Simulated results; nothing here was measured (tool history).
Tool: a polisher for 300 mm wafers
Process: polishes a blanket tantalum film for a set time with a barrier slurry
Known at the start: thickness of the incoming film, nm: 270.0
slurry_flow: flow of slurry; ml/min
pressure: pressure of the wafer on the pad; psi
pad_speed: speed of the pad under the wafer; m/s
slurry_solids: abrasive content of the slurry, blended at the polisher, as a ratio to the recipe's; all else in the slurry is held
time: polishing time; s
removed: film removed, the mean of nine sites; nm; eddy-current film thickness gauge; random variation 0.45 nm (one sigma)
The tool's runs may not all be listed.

run 1 hour=0.0 | slurry_flow=295 pressure=2.4 pad_speed=1.12 slurry_solids=1.0 time=32 | removed=62.138
run 2 hour=2.2 | slurry_flow=295 pressure=2.1 pad_speed=1.12 slurry_solids=1.0 time=32 | removed=57.361
run 3 hour=8.4 | slurry_flow=295 pressure=2.1 pad_speed=1.12 slurry_solids=1.0 time=32 | removed=55.593
run 4 hour=15.8 | slurry_flow=295 pressure=1.8 pad_speed=1.12 slurry_solids=1.0 time=32 | removed=50.442
run 5 hour=17.5 | slurry_flow=295 pressure=2.3 pad_speed=1.12 slurry_solids=1.0 time=32 | removed=60.948
run 6 hour=19.4 | slurry_flow=225 pressure=2.3 pad_speed=1.12 slurry_solids=1.0 time=32 | removed=58.539
run 7 hour=27.2 | slurry_flow=225 pressure=2.0 pad_speed=1.10 slurry_solids=1.0 time=32 | removed=51.479
run 8 hour=34.3 | slurry_flow=225 pressure=1.8 pad_speed=1.10 slurry_solids=1.0 time=32 | removed=47.481

The next listed run, before its measurement:
run 9 hour=39.1 | slurry_flow=225 pressure=1.7 pad_speed=1.10 slurry_solids=1.0 time=32 | removed=?

removed: 46.303 nm
